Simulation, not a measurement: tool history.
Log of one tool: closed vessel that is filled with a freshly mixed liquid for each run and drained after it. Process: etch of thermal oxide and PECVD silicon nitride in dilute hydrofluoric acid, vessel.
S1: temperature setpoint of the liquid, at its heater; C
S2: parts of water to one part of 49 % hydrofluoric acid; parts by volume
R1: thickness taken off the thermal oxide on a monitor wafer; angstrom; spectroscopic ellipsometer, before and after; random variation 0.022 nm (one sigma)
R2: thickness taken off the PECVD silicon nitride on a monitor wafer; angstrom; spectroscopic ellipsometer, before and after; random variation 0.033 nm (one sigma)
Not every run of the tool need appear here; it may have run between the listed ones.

Run 1, day 0.000: S1 26.0 C, S2 245 parts by volume, time in the liquid (s) 930. Result: R1 174.930 angstrom, R2 103.220 angstrom.
Run 2, day 0.121: S1 25.5 C, S2 270 parts by volume, time in the liquid (s) 925. Result: R1 150.920 angstrom, R2 89.767 angstrom.
Run 3, day 0.354: S1 24.0 C, S2 270 parts by volume, time in the liquid (s) 925. Result: R1 143.120 angstrom, R2 81.067 angstrom.
Run 4, day 0.425: S1 24.0 C, S2 290 parts by volume, time in the liquid (s) 910. Result: R1 128.530 angstrom, R2 75.266 angstrom.
Run 5, day 0.754: S1 24.0 C, S2 290 parts by volume, time in the liquid (s) 1170. Result: R1 165.420 angstrom, R2 95.513 angstrom.
Run 6, day 0.792: S1 27.5 C, S2 290 parts by volume, time in the liquid (s) 1170. Result: R1 185.340 angstrom, R2 120.540 angstrom.
Run 7, day 1.104: S1 27.0 C, S2 305 parts by volume, time in the liquid (s) 1130. Result: R1 166.260 angstrom, R2 106.250 angstrom.
Run 8, day 1.367: S1 26.5 C, S2 320 parts by volume, time in the liquid (s) 1080. Result: R1 146.070 angstrom, R2 93.155 angstrom.
Run 9, day 1.588: S1 26.0 C, S2 335 parts by volume, time in the liquid (s) 1030. Result: R1 129.450 angstrom, R2 82.126 angstrom.
Run 10, day 1.842: S1 26.0 C, S2 345 parts by volume, time in the liquid (s) 975. Result: R1 117.890 angstrom, R2 77.495 angstrom.
Run 11, day 2.121: S1 25.5 C, S2 355 parts by volume, time in the liquid (s) 940. Result: R1 107.450 angstrom, R2 68.553 angstrom.
Run 12, day 2.342: S1 25.5 C, S2 365 parts by volume, time in the liquid (s) 900. Result: R1 97.996 angstrom, R2 65.253 angstrom.
Run 13, day 2.521: S1 25.0 C, S2 375 parts by volume, time in the liquid (s) 875. Result: R1 92.026 angstrom, R2 60.278 angstrom.
Run 14, day 2.629: S1 24.5 C, S2 380 parts by volume, time in the liquid (s) 845. Result: R1 85.374 angstrom, R2 55.116 angstrom.
Run 15, day 2.958: S1 24.5 C, S2 385 parts by volume, time in the liquid (s) 820. Result: R1 81.498 angstrom, R2 52.883 angstrom.
Run 16, day 3.108: S1 24.5 C, S2 390 parts by volume, time in the liquid (s) 800. Result: R1 77.668 angstrom, R2 50.980 angstrom.

Run 17 comes next. What will it give?
Run 17, day 3.325: S1 24.0 C, S2 395 parts by volume, time in the liquid (s) 785. Result: R1 ?, R2 ?.

Run 17 produced R1 73.630 angstrom, R2 47.268 angstrom.

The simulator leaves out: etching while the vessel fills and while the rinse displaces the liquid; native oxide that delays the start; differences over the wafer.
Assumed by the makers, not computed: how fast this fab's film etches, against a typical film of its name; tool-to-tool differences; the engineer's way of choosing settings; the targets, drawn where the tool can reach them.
